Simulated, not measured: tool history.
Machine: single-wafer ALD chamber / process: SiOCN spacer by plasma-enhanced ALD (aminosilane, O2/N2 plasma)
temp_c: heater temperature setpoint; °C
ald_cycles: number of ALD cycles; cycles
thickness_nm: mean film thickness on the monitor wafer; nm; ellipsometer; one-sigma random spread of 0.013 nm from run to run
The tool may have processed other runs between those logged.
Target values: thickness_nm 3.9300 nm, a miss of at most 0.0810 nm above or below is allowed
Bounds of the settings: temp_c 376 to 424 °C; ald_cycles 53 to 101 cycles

Run 1, hour 0.0: temp_c 400 °C, ald_cycles 77 cycles. Result: thickness_nm 4.4485 nm.
Run 2, hour 6.9: temp_c 410 °C, ald_cycles 77 cycles. Result: thickness_nm 4.3255 nm.
Run 3, hour 9.2: temp_c 411 °C, ald_cycles 76 cycles. Result: thickness_nm 4.2336 nm.
Run 4, hour 11.5: temp_c 411 °C, ald_cycles 67 cycles. Result: thickness_nm 3.7504 nm.
Run 5, hour 16.8: temp_c 407 °C, ald_cycles 67 cycles. Result: thickness_nm 3.8070 nm.
Run 6, hour 20.5: temp_c 407 °C, ald_cycles 62 cycles. Result: thickness_nm 3.5101 nm.
Run 7, hour 23.8: temp_c 406 °C, ald_cycles 63 cycles. Result: thickness_nm 3.5596 nm.
Run 8, hour 29.8: temp_c 405 °C, ald_cycles 64 cycles. Result: thickness_nm 3.6549 nm.
Run 9, hour 34.7: temp_c 404 °C, ald_cycles 64 cycles. Result: thickness_nm 3.6559 nm.
Run 10, hour 36.1: temp_c 403 °C, ald_cycles 64 cycles. Result: thickness_nm 3.6909 nm.

Next run, 4 choices. One meets every target within its allowed miss, the rest don't. Which?
Run A, hour 37.5: temp_c 408 °C, ald_cycles 66 cycles. Result: thickness_nm ?.
Run B, hour 37.5: temp_c 416 °C, ald_cycles 64 cycles. Result: thickness_nm ?.
Run C, hour 37.5: temp_c 401 °C, ald_cycles 58 cycles. Result: thickness_nm ?.
Run D, hour 37.5: temp_c 395 °C, ald_cycles 68 cycles. Result: thickness_nm ?.

move  thickness_nm
   A        3.7285
   B        3.5180
   C        3.3539
   D        3.9451
A: nearer the targets than the last run, but a result is still out of spec
B: the biggest miss grows against the last run
C: the biggest miss grows against the last run
D: every result lands within tolerance
The move that meets every target is D.
